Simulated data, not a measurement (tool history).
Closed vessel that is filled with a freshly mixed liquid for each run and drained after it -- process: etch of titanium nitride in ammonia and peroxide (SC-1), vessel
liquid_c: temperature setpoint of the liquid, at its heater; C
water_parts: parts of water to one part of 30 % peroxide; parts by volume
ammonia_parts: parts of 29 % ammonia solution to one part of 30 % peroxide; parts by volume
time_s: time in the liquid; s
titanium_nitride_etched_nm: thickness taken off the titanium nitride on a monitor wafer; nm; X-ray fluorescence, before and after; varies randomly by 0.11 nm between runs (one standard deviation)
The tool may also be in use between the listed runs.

{"run": 1, "hour": 0.0, "liquid_c": 56, "water_parts": 6.5, "ammonia_parts": 0.55, "time_s": 190, "titanium_nitride_etched_nm": 21.78}
{"run": 2, "hour": 8.5, "liquid_c": 59.5, "water_parts": 6.5, "ammonia_parts": 0.55, "time_s": 190, "titanium_nitride_etched_nm": 27.249}
{"run": 3, "hour": 15.4, "liquid_c": 58, "water_parts": 6.5, "ammonia_parts": 0.55, "time_s": 190, "titanium_nitride_etched_nm": 24.872}
{"run": 4, "hour": 16.4, "liquid_c": 57, "water_parts": 6.5, "ammonia_parts": 0.55, "time_s": 190, "titanium_nitride_etched_nm": 22.971}
{"run": 5, "hour": 19.6, "liquid_c": 57, "water_parts": 6.5, "ammonia_parts": 0.65, "time_s": 190, "titanium_nitride_etched_nm": 23.683}
{"run": 6, "hour": 24.1, "liquid_c": 57, "water_parts": 6.5, "ammonia_parts": 0.5, "time_s": 190, "titanium_nitride_etched_nm": 22.954}
{"run": 7, "hour": 30.9, "liquid_c": 56, "water_parts": 6.5, "ammonia_parts": 0.5, "time_s": 190, "titanium_nitride_etched_nm": 21.225}
{"run": 8, "hour": 38.5, "liquid_c": 55, "water_parts": 6.5, "ammonia_parts": 0.5, "time_s": 190, "titanium_nitride_etched_nm": 19.793}
{"run": 9, "hour": 46.1, "liquid_c": 54, "water_parts": 6.5, "ammonia_parts": 0.5, "time_s": 190, "titanium_nitride_etched_nm": 18.623}
{"run": 10, "hour": 53.7, "liquid_c": 53.5, "water_parts": 6.5, "ammonia_parts": 0.5, "time_s": 190, "titanium_nitride_etched_nm": 17.895}
{"run": 11, "hour": 59.7, "liquid_c": 53, "water_parts": 6.5, "ammonia_parts": 0.5, "time_s": 190, "titanium_nitride_etched_nm": 17.261}
{"run": 12, "hour": 66.4, "liquid_c": 52.5, "water_parts": 6.5, "ammonia_parts": 0.5, "time_s": 190, "titanium_nitride_etched_nm": 16.771}

Run 13 has not been measured yet. What should we expect?
{"run": 13, "hour": 69.2, "liquid_c": 52, "water_parts": 6.5, "ammonia_parts": 0.5, "time_s": 190, "titanium_nitride_etched_nm": "?"}

{"run 13": {"titanium_nitride_etched_nm": 16.522}}
